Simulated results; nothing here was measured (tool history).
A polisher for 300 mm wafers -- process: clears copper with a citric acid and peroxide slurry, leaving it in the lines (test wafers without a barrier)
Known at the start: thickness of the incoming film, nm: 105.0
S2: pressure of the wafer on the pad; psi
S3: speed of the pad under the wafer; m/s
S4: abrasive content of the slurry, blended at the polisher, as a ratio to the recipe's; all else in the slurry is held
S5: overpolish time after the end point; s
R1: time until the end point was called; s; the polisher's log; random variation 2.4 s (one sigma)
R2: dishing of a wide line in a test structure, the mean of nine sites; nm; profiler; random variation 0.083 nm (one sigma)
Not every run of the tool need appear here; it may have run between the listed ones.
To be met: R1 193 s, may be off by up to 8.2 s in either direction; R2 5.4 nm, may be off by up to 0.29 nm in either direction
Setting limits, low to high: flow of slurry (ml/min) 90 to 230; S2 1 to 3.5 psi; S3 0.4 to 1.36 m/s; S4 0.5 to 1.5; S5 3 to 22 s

Run 1, hour 0: flow of slurry (ml/min) 150, S2 2.2 psi, S3 0.88 m/s, S4 1, S5 11 s. Result: R1 97.089 s, R2 9.9198 nm.
Run 2, hour 5.3: flow of slurry (ml/min) 145, S2 1.9 psi, S3 0.86 m/s, S4 1, S5 11 s. Result: R1 115.03 s, R2 8.2632 nm.
Run 3, hour 8.6: flow of slurry (ml/min) 140, S2 1.7 psi, S3 0.84 m/s, S4 1, S5 11 s. Result: R1 131.02 s, R2 7.292 nm.
Run 4, hour 16.6: flow of slurry (ml/min) 140, S2 1.7 psi, S3 0.84 m/s, S4 1, S5 6 s. Result: R1 129.41 s, R2 4.1538 nm.
Run 5, hour 25: flow of slurry (ml/min) 120, S2 1.7 psi, S3 0.84 m/s, S4 1, S5 6 s. Result: R1 132.73 s, R2 4.0568 nm.
Run 6, hour 32.1: flow of slurry (ml/min) 115, S2 1.5 psi, S3 0.84 m/s, S4 1, S5 7 s. Result: R1 153.37 s, R2 3.9336 nm.
Run 7, hour 37.3: flow of slurry (ml/min) 110, S2 1.4 psi, S3 0.84 m/s, S4 1, S5 8 s. Result: R1 166.03 s, R2 4.2856 nm.
Run 8, hour 46.1: flow of slurry (ml/min) 105, S2 1.4 psi, S3 0.84 m/s, S4 1, S5 9 s. Result: R1 167.46 s, R2 4.7286 nm.
Run 9, hour 51.3: flow of slurry (ml/min) 100, S2 1.4 psi, S3 0.84 m/s, S4 1, S5 9 s. Result: R1 169.98 s, R2 4.6614 nm.
Run 10, hour 56.1: flow of slurry (ml/min) 95, S2 1.1 psi, S3 0.84 m/s, S4 1, S5 13 s. Result: R1 212.83 s, R2 5.3912 nm.
Run 11, hour 60.3: flow of slurry (ml/min) 100, S2 1.1 psi, S3 0.84 m/s, S4 1, S5 13 s. Result: R1 210.98 s, R2 5.3964 nm.
Run 12, hour 68.9: flow of slurry (ml/min) 105, S2 1.1 psi, S3 0.84 m/s, S4 1, S5 13 s. Result: R1 208.85 s, R2 5.2774 nm.

Below are 5 possible settings for the next run. Only one of them brings all results inside the allowed miss of their targets. Which is it?
Run A, hour 77.5: flow of slurry (ml/min) 90, S2 1.9 psi, S3 0.48 m/s, S4 1.2, S5 13 s. Result: R1 ?, R2 ?.
Run B, hour 77.5: flow of slurry (ml/min) 90, S2 1.4 psi, S3 0.7 m/s, S4 0.85, S5 15 s. Result: R1 ?, R2 ?.
Run C, hour 77.5: flow of slurry (ml/min) 90, S2 1 psi, S3 0.82 m/s, S4 1.2, S5 14 s. Result: R1 ?, R2 ?.
Run D, hour 77.5: flow of slurry (ml/min) 135, S2 1.2 psi, S3 0.8 m/s, S4 1.2, S5 13 s. Result: R1 ?, R2 ?.
Run E, hour 77.5: flow of slurry (ml/min) 95, S2 1.1 psi, S3 0.92 m/s, S4 1.05, S5 12 s. Result: R1 ?, R2 ?.

move      R1      R2
   A  209.22  5.4189
   B  211.57  6.1418
   C  230.75  5.2604
   D  181.93  6.1768
   E  193.04  5.3901
A: no nearer and no further than the last run
B: lands further from the targets than the last run did
C: lands further from the targets than the last run did
D: takes the biggest miss from the last run beyond its target
E: hits every target within its allowed miss
Move E is the one to make.

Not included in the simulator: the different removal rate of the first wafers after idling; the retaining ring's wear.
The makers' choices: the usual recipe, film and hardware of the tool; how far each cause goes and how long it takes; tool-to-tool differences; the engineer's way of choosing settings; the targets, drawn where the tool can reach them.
